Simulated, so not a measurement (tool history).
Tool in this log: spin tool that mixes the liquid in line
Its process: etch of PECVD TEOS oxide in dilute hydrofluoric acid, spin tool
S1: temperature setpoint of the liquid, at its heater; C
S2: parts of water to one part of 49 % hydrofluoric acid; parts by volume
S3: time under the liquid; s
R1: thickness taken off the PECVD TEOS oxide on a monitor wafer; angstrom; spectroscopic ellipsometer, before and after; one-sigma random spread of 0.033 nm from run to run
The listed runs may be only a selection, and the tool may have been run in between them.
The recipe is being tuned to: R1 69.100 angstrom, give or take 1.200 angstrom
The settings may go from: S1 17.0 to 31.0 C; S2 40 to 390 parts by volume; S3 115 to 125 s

Run 1, hour 0.0: S1 23.0 C, S2 215 parts by volume, S3 115 s. Result: R1 75.110 angstrom.
Run 2, hour 4.2: S1 22.5 C, S2 215 parts by volume, S3 115 s. Result: R1 74.063 angstrom.
Run 3, hour 8.3: S1 22.5 C, S2 185 parts by volume, S3 115 s. Result: R1 89.134 angstrom.
Run 4, hour 17.2: S1 25.5 C, S2 185 parts by volume, S3 115 s. Result: R1 99.156 angstrom.
Run 5, hour 21.5: S1 25.5 C, S2 185 parts by volume, S3 125 s. Result: R1 108.670 angstrom.
Run 6, hour 25.8: S1 25.5 C, S2 185 parts by volume, S3 125 s. Result: R1 108.220 angstrom.
Run 7, hour 30.0: S1 25.5 C, S2 185 parts by volume, S3 125 s. Result: R1 109.180 angstrom.
At hour 30.7: hydrofluoric acid flow meter replaced.
Run 8, hour 30.7: S1 21.5 C, S2 215 parts by volume, S3 125 s. Result: R1 88.994 angstrom.
Run 9, hour 33.6: S1 20.5 C, S2 225 parts by volume, S3 125 s. Result: R1 81.517 angstrom.

4 next moves are on the table. One of them brings every result within its allowed miss. Which?
Run A, hour 36.5: S1 21.0 C, S2 185 parts by volume, S3 125 s. Result: R1 ?.
Run B, hour 36.5: S1 22.0 C, S2 230 parts by volume, S3 115 s. Result: R1 ?.
Run C, hour 36.5: S1 29.0 C, S2 230 parts by volume, S3 115 s. Result: R1 ?.
Run D, hour 36.5: S1 18.0 C, S2 220 parts by volume, S3 115 s. Result: R1 ?.

move       R1
   A  103.350
   B   75.906
   C   97.411
   D   68.805
A: moves away from the targets compared with the last run
B: moves toward the targets from the last run without getting all of them in spec
C: moves away from the targets compared with the last run
D: every result within its allowed miss
Answer: D
